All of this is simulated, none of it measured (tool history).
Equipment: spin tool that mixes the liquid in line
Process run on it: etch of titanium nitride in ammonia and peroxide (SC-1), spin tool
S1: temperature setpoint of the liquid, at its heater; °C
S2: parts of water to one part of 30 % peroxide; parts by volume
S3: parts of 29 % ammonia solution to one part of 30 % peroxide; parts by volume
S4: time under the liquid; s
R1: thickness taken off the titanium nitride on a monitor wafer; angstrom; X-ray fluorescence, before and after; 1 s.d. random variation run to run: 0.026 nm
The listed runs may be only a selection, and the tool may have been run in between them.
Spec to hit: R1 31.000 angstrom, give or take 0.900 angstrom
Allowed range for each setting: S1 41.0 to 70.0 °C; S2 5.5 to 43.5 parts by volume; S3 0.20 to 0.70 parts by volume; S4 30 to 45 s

| run | hour | S1 | S2 | S3 | S4 | R1 |
|---|---|---|---|---|---|---|
| 1 | 0.0 | 57.0 | 24.5 | 0.40 | 45 | 19.126 |
| 2 | 4.2 | 58.0 | 24.5 | 0.40 | 45 | 20.262 |
| 3 | 7.9 | 58.0 | 32.5 | 0.40 | 45 | 17.093 |
| 4 | 12.5 | 59.5 | 32.5 | 0.40 | 45 | 19.014 |
|  | 17.4 | thermometer replaced |
| 5 | 17.4 | 52.5 | 32.5 | 0.40 | 45 | 11.123 |
| 6 | 26.1 | 54.5 | 32.5 | 0.40 | 45 | 12.597 |
| 7 | 34.4 | 54.5 | 32.5 | 0.40 | 45 | 12.569 |
| 8 | 35.9 | 56.5 | 32.5 | 0.40 | 45 | 14.669 |
| 9 | 44.3 | 58.0 | 32.5 | 0.40 | 45 | 16.208 |
| 10 | 51.1 | 59.5 | 32.5 | 0.40 | 45 | 17.683 |
| 11 | 51.9 | 61.0 | 32.5 | 0.40 | 45 | 19.576 |
| 12 | 58.2 | 62.0 | 32.5 | 0.40 | 45 | 20.616 |
| 13 | 65.1 | 63.0 | 32.5 | 0.40 | 45 | 22.273 |
| 14 | 67.3 | 64.0 | 32.5 | 0.40 | 45 | 24.030 |

5 candidate next runs follow, results not yet known. Just one meets every target within its allowed miss. Identify it.
| A | 69.5 | 67.0 | 32.0 | 0.40 | 45 | ? |
| B | 69.5 | 64.5 | 26.5 | 0.50 | 45 | ? |
| C | 69.5 | 69.5 | 32.5 | 0.25 | 45 | ? |
| D | 69.5 | 66.0 | 34.5 | 0.60 | 45 | ? |
| E | 69.5 | 68.5 | 33.0 | 0.25 | 45 | ? |

| move | R1 |
|---|---|
| A | 29.461 |
| B | 29.228 |
| C | 31.152 |
| D | 28.630 |
| E | 29.017 |
A: better than the last run, though not everything is in spec
B: better than the last run, though not everything is in spec
C: every result lands within tolerance
D: better than the last run, though not everything is in spec
E: better than the last run, though not everything is in spec
Correct choice: C, which meets every target
